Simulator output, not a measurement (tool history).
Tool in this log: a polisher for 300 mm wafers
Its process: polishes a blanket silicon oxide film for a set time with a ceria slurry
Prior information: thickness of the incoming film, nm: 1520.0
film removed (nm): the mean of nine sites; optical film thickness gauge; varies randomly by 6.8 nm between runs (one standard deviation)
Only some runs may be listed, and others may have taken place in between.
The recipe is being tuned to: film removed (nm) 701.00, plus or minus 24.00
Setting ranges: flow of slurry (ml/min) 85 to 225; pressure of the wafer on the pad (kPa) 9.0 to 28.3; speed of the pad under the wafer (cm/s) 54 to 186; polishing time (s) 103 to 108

run    day  flow of slurry (ml/min)  pressure of the wafer on the pad (kPa)  speed of the pad under the wafer (cm/s)  polishing time (s)  film removed (nm)
  1  0.000                      145                                    18.6                                      118                 103             449.25
  2  0.200                      150                                    20.0                                      118                 103             490.59
  3  0.500                      155                                    20.7                                      118                 103             502.38
  4  0.675                      155                                    16.5                                      118                 103             409.14
  5  1.042                      155                                    19.3                                      118                 103             473.70
  6  1.300                      160                                    20.7                                      118                 103             515.02
  7  1.621                      165                                    21.4                                      118                 103             523.73
  8  1.812                      165                                    22.1                                      118                 103             537.87

Pick the move, out of 5, that brings all results within their allowed miss; only one does.
  A  2.004                      155                                    28.3                                      140                 108                  ?
  B  2.004                      150                                    21.4                                      174                 108                  ?
  C  2.004                      150                                    17.9                                      118                 103                  ?
  D  2.004                      170                                    24.8                                      128                 108                  ?
  E  2.004                      175                                    16.5                                      142                 103                  ?

move  film removed (nm)
   A             834.47
   B             778.55
   C             430.75
   D             685.00
   E             488.89
A: pushes the last run's worst result past its target
B: pushes the last run's worst result past its target
C: the biggest miss grows against the last run
D: in spec on every target
E: the biggest miss grows against the last run
D meets every target.
